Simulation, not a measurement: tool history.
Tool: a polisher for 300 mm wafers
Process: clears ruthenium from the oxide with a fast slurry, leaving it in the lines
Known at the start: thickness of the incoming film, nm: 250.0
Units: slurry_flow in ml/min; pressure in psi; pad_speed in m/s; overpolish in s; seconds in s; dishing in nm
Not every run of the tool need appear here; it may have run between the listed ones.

run 1 day=0.000 | slurry_flow=305 pressure=2.3 pad_speed=1.24 slurry_solids=1.0 overpolish=16 | seconds=73.601 dishing=27.747
run 2 day=0.312 | slurry_flow=305 pressure=2.4 pad_speed=1.24 slurry_solids=1.0 overpolish=16 | seconds=71.655 dishing=28.223
run 3 day=0.350 | slurry_flow=305 pressure=2.4 pad_speed=1.24 slurry_solids=0.9 overpolish=16 | seconds=72.660 dishing=26.737
run 4 day=0.438 | slurry_flow=360 pressure=2.4 pad_speed=1.24 slurry_solids=0.9 overpolish=16 | seconds=72.891 dishing=27.668
run 5 day=0.675 | slurry_flow=360 pressure=2.4 pad_speed=1.24 slurry_solids=0.9 overpolish=23 | seconds=72.752 dishing=32.984
run 6 day=0.838 | slurry_flow=360 pressure=2.6 pad_speed=1.24 slurry_solids=0.9 overpolish=23 | seconds=67.907 dishing=33.784
run 7 day=0.867 | slurry_flow=360 pressure=2.7 pad_speed=1.24 slurry_solids=0.9 overpolish=23 | seconds=65.666 dishing=34.261

The next listed run, before its measurement:
run 8 day=1.117 | slurry_flow=360 pressure=2.8 pad_speed=1.24 slurry_solids=0.9 overpolish=23 | seconds=? dishing=?

Run 8 yielded seconds 65.119 s, dishing 35.190 nm.

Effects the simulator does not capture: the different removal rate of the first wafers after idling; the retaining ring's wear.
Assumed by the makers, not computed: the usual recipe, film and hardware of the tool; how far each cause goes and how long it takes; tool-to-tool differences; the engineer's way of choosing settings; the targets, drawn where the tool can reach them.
